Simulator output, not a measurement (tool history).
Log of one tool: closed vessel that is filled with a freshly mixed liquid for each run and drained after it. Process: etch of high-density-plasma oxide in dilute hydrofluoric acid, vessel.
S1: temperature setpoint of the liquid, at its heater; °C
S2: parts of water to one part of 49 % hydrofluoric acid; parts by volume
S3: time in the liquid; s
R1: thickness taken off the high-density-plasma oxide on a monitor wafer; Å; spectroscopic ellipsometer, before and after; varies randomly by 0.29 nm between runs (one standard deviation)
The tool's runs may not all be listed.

run,hour,S1,S2,S3,R1
1,0,24,55,160,299.77
2,3.3,24,55,170,319.82
3,7.7,24,60,170,288.81
4,10.6,24,80,170,211.8
5,15.1,27,80,170,236.5
6,20.1,28,75,170,264.5

The next listed run, before its measurement:
7,28.5,29,70,170,?

{"run 7": {"R1": 297.82}}
